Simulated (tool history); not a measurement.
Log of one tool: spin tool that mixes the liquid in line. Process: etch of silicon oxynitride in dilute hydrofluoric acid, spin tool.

run	day	temperature setpoint of the liquid (K)	parts of water to one part of 49 % hydrofluoric acid (parts by volume)	time under the liquid (s)	thickness taken off the silicon oxynitride on a monitor wafer (nm)
1	0	296.15	125	60	1.795
2	0.35	294.65	140	60	1.4813
3	0.504	297.15	140	60	1.6422
4	0.708	297.15	140	60	1.6264
5	1.083	297.15	140	40	1.1182
6	1.183	297.15	145	40	1.0712

Forecast run 7:
7	1.408	297.15	150	40	?

thickness taken off the silicon oxynitride on a monitor wafer (nm): 1.0143
